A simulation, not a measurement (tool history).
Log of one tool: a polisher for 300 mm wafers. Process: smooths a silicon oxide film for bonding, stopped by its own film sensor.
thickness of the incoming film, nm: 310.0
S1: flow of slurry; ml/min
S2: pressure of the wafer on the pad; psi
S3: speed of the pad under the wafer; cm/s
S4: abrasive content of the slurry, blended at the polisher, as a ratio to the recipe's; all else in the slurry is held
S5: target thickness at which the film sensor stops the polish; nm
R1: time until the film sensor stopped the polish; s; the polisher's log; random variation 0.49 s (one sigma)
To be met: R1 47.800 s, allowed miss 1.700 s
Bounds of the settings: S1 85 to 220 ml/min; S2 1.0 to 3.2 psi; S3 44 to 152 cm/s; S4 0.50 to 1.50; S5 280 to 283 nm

{"run": 1, "hour": 0.0, "S1": 140, "S2": 2.1, "S3": 98, "S4": 1.0, "S5": 280, "R1": 35.226}
{"run": 2, "hour": 3.1, "S1": 135, "S2": 1.9, "S3": 98, "S4": 1.0, "S5": 280, "R1": 39.817}
{"run": 3, "hour": 5.9, "S1": 135, "S2": 1.9, "S3": 98, "S4": 1.1, "S5": 280, "R1": 37.361}
{"run": 4, "hour": 13.6, "S1": 135, "S2": 1.9, "S3": 98, "S4": 0.9, "S5": 280, "R1": 41.996}
{"run": 5, "hour": 19.3, "S1": 130, "S2": 1.9, "S3": 98, "S4": 0.9, "S5": 280, "R1": 42.364}
{"run": 6, "hour": 26.6, "S1": 130, "S2": 2.4, "S3": 98, "S4": 0.9, "S5": 280, "R1": 34.013}
{"run": 7, "hour": 34.1, "S1": 125, "S2": 2.2, "S3": 98, "S4": 0.9, "S5": 280, "R1": 37.625}
{"run": 8, "hour": 35.8, "S1": 120, "S2": 2.1, "S3": 98, "S4": 0.9, "S5": 280, "R1": 39.403}
{"run": 9, "hour": 39.6, "S1": 115, "S2": 2.0, "S3": 98, "S4": 0.9, "S5": 280, "R1": 42.033}
{"run": 10, "hour": 48.6, "S1": 110, "S2": 2.0, "S3": 98, "S4": 0.9, "S5": 280, "R1": 42.399}
{"run": 11, "hour": 53.3, "S1": 105, "S2": 2.0, "S3": 98, "S4": 0.9, "S5": 280, "R1": 42.793}
{"run": 12, "hour": 58.0, "S1": 100, "S2": 2.0, "S3": 98, "S4": 0.9, "S5": 280, "R1": 43.351}
{"run": 13, "hour": 65.0, "S1": 95, "S2": 2.0, "S3": 98, "S4": 0.9, "S5": 280, "R1": 44.128}
{"hour": 71.2, "done": "head pressure recalibrated"}
{"run": 14, "hour": 71.2, "S1": 90, "S2": 1.9, "S3": 98, "S4": 0.9, "S5": 280, "R1": 52.447}
{"run": 15, "hour": 73.5, "S1": 95, "S2": 1.9, "S3": 98, "S4": 0.9, "S5": 280, "R1": 50.538}
{"run": 16, "hour": 76.6, "S1": 100, "S2": 1.9, "S3": 98, "S4": 0.9, "S5": 280, "R1": 49.568}

Which of these 5 next moves meets every target?
{"run": "A", "hour": 79.7, "S1": 160, "S2": 1.8, "S3": 78, "S4": 0.95, "S5": 283, "R1": "?"}
{"run": "B", "hour": 79.7, "S1": 85, "S2": 2.0, "S3": 106, "S4": 0.8, "S5": 281, "R1": "?"}
{"run": "C", "hour": 79.7, "S1": 145, "S2": 1.8, "S3": 92, "S4": 0.85, "S5": 281, "R1": "?"}
{"run": "D", "hour": 79.7, "S1": 110, "S2": 1.5, "S3": 104, "S4": 0.95, "S5": 282, "R1": "?"}
{"run": "E", "hour": 79.7, "S1": 90, "S2": 1.9, "S3": 86, "S4": 0.9, "S5": 282, "R1": "?"}

move=A R1=48.323
move=B R1=50.845
move=C R1=51.280
move=D R1=52.653
move=E R1=53.196
A: meets every target
B: further off than the last run
C: further off than the last run
D: further off than the last run
E: further off than the last run
Move A is the one to make.

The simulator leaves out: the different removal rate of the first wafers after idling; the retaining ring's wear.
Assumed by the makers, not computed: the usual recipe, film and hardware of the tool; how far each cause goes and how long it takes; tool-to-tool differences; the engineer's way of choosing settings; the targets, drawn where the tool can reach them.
